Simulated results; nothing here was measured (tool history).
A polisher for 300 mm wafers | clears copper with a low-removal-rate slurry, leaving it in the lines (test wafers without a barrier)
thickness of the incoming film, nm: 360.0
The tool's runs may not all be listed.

| run | hour | flow of slurry (ml/min) | pressure of the wafer on the pad (psi) | speed of the pad under the wafer (m/s) | abrasive content of the slurry | overpolish time after the end point (s) | time until the end point was called (s) | dishing of a wide line in a test structure (Å) |
|---|---|---|---|---|---|---|---|---|
| 1 | 0 | 255 | 2.3 | 1.28 | 1 | 22 | 133.38 | 345.27 |
| 2 | 8.9 | 255 | 2 | 1.24 | 1 | 19 | 159.2 | 263.8 |
| 3 | 11.7 | 320 | 2 | 1.24 | 1 | 19 | 155.81 | 266.61 |
| 4 | 16.6 | 320 | 2 | 1.24 | 1 | 13 | 153.98 | 190.77 |
| 5 | 25.1 | 320 | 1.8 | 1.24 | 1 | 13 | 174.63 | 175.15 |
| 6 | 28.2 | 320 | 1.6 | 1.24 | 1 | 13 | 192.06 | 155.56 |

Forecast run 7:
| 7 | 34.2 | 320 | 1.5 | 1.24 | 1 | 14 | ? | ? |

time until the end point was called (s): 202.4
dishing of a wide line in a test structure (Å): 157.77
